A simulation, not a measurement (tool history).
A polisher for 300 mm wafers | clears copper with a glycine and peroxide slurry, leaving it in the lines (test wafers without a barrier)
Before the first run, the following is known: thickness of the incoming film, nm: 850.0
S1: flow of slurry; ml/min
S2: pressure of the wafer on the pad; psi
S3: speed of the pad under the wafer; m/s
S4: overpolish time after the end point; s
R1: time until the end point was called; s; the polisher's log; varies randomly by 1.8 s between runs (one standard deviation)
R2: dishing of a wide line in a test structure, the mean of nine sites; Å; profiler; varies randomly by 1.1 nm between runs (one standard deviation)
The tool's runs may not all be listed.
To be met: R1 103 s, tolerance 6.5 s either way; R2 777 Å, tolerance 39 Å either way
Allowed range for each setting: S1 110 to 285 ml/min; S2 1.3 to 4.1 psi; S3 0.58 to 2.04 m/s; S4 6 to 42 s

| run | hour | S1 | S2 | S3 | S4 | R1 | R2 |
|---|---|---|---|---|---|---|---|
| 1 | 0 | 180 | 2.7 | 1.3 | 21 | 157.72 | 577.13 |
| 2 | 3 | 180 | 3 | 1.32 | 22 | 140.98 | 619.08 |
| 3 | 8.2 | 180 | 3 | 1.32 | 16 | 138.18 | 546 |
| 4 | 17.1 | 210 | 3 | 1.32 | 16 | 136.7 | 553.43 |
| 5 | 24.5 | 210 | 3.2 | 1.32 | 18 | 130.34 | 602.5 |
| 6 | 28.9 | 210 | 3.5 | 1.32 | 18 | 116.32 | 636.74 |
| 7 | 34.8 | 210 | 3.6 | 1.32 | 20 | 116.66 | 663.12 |
| 8 | 38.3 | 210 | 3.7 | 1.32 | 21 | 115.07 | 691.57 |
| 9 | 44.7 | 210 | 3.8 | 1.32 | 22 | 112.16 | 702.24 |
|  | 45.8 | head pressure recalibrated |
| 10 | 45.8 | 210 | 3.9 | 1.32 | 23 | 120.92 | 694.17 |

Which one of the following 5 next-run settings gets every result inside its allowed miss? There is exactly one.
| A | 46.9 | 220 | 4.1 | 1.7 | 16 | ? | ? |
| B | 46.9 | 285 | 4.1 | 1.72 | 17 | ? | ? |
| C | 46.9 | 225 | 4.1 | 1.74 | 16 | ? | ? |
| D | 46.9 | 225 | 4.1 | 1.5 | 28 | ? | ? |
| E | 46.9 | 215 | 3.9 | 1.22 | 17 | ? | ? |

| move | R1 | R2 |
|---|---|---|
| A | 91.307 | 674.44 |
| B | 88.044 | 698.03 |
| C | 89.166 | 679.93 |
| D | 102.07 | 771.31 |
| E | 129.04 | 599.33 |
A: the result that was furthest off in the last run now lies on the other side of its target
B: the result that was furthest off in the last run now lies on the other side of its target
C: the result that was furthest off in the last run now lies on the other side of its target
D: every result lands within tolerance
E: the biggest miss grows against the last run
Move D is the one to make.

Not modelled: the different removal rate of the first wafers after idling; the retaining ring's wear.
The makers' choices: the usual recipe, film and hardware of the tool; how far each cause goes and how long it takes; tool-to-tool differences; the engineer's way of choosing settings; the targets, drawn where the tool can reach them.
